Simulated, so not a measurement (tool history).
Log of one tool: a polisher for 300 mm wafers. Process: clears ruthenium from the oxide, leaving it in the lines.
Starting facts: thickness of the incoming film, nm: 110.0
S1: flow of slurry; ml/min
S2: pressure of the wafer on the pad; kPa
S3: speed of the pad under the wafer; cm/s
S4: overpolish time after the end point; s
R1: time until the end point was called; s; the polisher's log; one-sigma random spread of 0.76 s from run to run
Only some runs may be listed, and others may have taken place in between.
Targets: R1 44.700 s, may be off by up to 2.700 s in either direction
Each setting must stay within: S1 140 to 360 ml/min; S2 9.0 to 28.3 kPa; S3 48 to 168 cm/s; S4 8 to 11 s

run 1 hour=0.0 | S1=230 S2=18.6 S3=108 S4=11 | R1=63.699
run 2 hour=6.1 | S1=230 S2=19.3 S3=108 S4=11 | R1=61.001
run 3 hour=6.8 | S1=230 S2=16.5 S3=108 S4=11 | R1=70.956
run 4 hour=11.9 | S1=230 S2=17.9 S3=108 S4=11 | R1=65.211
run 5 hour=13.9 | S1=230 S2=18.6 S3=108 S4=11 | R1=63.986
run 6 hour=19.2 | S1=185 S2=18.6 S3=108 S4=11 | R1=63.901
run 7 hour=26.7 | S1=185 S2=23.4 S3=114 S4=11 | R1=50.403
run 8 hour=29.5 | S1=185 S2=23.4 S3=114 S4=11 | R1=50.366

Which one of the following 4 next-run settings gets every result inside its allowed miss? There is exactly one.
run A hour=32.3 | S1=170 S2=21.4 S3=110 S4=11 | R1=?
run B hour=32.3 | S1=180 S2=26.9 S3=112 S4=11 | R1=?
run C hour=32.3 | S1=140 S2=24.1 S3=150 S4=11 | R1=?
run D hour=32.3 | S1=195 S2=23.4 S3=86 S4=11 | R1=?

move=A R1=56.614
move=B R1=44.366
move=C R1=38.843
move=D R1=64.370
A: its largest miss is bigger than the last run's
B: every result lands within tolerance
C: takes the biggest miss from the last run beyond its target
D: its largest miss is bigger than the last run's
B is the move that brings every result within its allowed miss.
